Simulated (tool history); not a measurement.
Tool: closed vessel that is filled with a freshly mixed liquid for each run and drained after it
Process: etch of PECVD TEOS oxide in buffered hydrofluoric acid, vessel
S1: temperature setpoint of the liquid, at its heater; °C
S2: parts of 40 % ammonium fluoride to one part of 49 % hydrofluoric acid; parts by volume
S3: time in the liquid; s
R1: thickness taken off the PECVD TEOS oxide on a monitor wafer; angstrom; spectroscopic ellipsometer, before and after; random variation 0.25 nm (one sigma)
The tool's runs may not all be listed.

| run | hour | S1 | S2 | S3 | R1 |
|---|---|---|---|---|---|
| 1 | 0.0 | 25.0 | 22.0 | 30 | 446.15 |
| 2 | 3.8 | 26.0 | 22.0 | 30 | 469.63 |
| 3 | 6.5 | 26.0 | 22.0 | 30 | 464.66 |
| 4 | 9.7 | 26.0 | 22.0 | 30 | 473.99 |
| 5 | 12.0 | 26.0 | 18.5 | 30 | 547.47 |
| 6 | 16.1 | 28.5 | 18.5 | 30 | 617.02 |
| 7 | 25.4 | 27.5 | 19.0 | 30 | 571.48 |
| 8 | 30.9 | 26.5 | 19.5 | 30 | 528.95 |
| 9 | 36.4 | 25.5 | 20.0 | 30 | 484.87 |

Forecast run 10:
| 10 | 37.9 | 24.5 | 20.0 | 30 | ? |

Run 10 gave R1 461.49 angstrom.

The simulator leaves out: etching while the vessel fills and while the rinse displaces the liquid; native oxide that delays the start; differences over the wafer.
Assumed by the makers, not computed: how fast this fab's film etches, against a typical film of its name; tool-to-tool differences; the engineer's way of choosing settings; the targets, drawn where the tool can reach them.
